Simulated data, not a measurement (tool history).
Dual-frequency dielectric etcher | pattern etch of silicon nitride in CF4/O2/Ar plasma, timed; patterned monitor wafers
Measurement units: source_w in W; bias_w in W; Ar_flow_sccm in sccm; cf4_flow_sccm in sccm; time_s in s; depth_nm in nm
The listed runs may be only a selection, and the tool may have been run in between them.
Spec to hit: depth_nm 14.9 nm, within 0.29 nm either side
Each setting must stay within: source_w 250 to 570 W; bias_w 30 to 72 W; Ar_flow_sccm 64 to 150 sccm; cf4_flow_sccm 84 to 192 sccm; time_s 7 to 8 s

| run | hour | source_w | bias_w | Ar_flow_sccm | cf4_flow_sccm | time_s | depth_nm |
|---|---|---|---|---|---|---|---|
| 1 | 0 | 410 | 51 | 107 | 138 | 8 | 12.712 |
| 2 | 3.1 | 340 | 51 | 107 | 138 | 8 | 11.067 |
| 3 | 7.3 | 300 | 51 | 107 | 138 | 8 | 10.055 |
| 4 | 13.1 | 340 | 51 | 107 | 138 | 8 | 11.131 |
| 5 | 17.8 | 340 | 51 | 107 | 150 | 8 | 11.093 |
| 6 | 22.1 | 340 | 51 | 107 | 150 | 8 | 11.216 |
| 7 | 26 | 370 | 51 | 107 | 150 | 8 | 11.781 |
| 8 | 29.4 | 390 | 51 | 107 | 150 | 8 | 12.384 |
| 9 | 35.6 | 410 | 51 | 107 | 150 | 8 | 12.876 |
| 10 | 40 | 420 | 51 | 107 | 150 | 8 | 13.044 |
| 11 | 44.9 | 430 | 51 | 107 | 150 | 8 | 13.371 |
| 12 | 53.3 | 440 | 51 | 107 | 150 | 8 | 13.53 |
| 13 | 54.7 | 450 | 51 | 107 | 150 | 8 | 13.836 |
| 14 | 63.1 | 460 | 51 | 107 | 150 | 8 | 14.175 |

5 next moves are on the table. One of them brings every result within its allowed miss. Which?
| A | 71.5 | 410 | 67 | 113 | 145 | 8 | ? |
| B | 71.5 | 440 | 51 | 114 | 140 | 8 | ? |
| C | 71.5 | 460 | 52 | 101 | 164 | 8 | ? |
| D | 71.5 | 520 | 39 | 96 | 153 | 8 | ? |
| E | 71.5 | 490 | 52 | 102 | 146 | 8 | ? |

| move | depth_nm |
|---|---|
| A | 14.404 |
| B | 13.425 |
| C | 14.477 |
| D | 14.17 |
| E | 15.038 |
A: closes in on the targets versus the last run, not all within tolerance yet
B: its largest miss is bigger than the last run's
C: closes in on the targets versus the last run, not all within tolerance yet
D: as far off as the last run
E: meets every target
Move E is the one to make.
